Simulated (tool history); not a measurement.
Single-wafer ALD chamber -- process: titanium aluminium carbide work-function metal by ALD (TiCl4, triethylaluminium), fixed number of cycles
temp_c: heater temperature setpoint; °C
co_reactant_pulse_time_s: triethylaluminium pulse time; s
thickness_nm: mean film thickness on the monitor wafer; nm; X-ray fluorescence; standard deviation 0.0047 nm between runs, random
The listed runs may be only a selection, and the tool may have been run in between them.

| run | hour | temp_c | co_reactant_pulse_time_s | thickness_nm |
|---|---|---|---|---|
| 1 | 0 | 280 | 9.44 | 1.8084 |
| 2 | 5 | 277 | 8.74 | 1.7614 |
| 3 | 7.8 | 277 | 11.4 | 1.8281 |
| 4 | 8.5 | 273 | 11.4 | 1.78 |
| 5 | 17.1 | 273 | 13.87 | 1.8004 |
| 6 | 19.5 | 271 | 12.66 | 1.7838 |
| 7 | 23.5 | 269 | 11.59 | 1.7432 |
| 8 | 25 | 267 | 10.64 | 1.7181 |
| 9 | 33.8 | 266 | 9.8 | 1.684 |

Run 10 has not been measured yet. What should we expect?
| 10 | 38.9 | 265 | 9.06 | ? |

Run 10 produced thickness_nm 1.6546 nm.
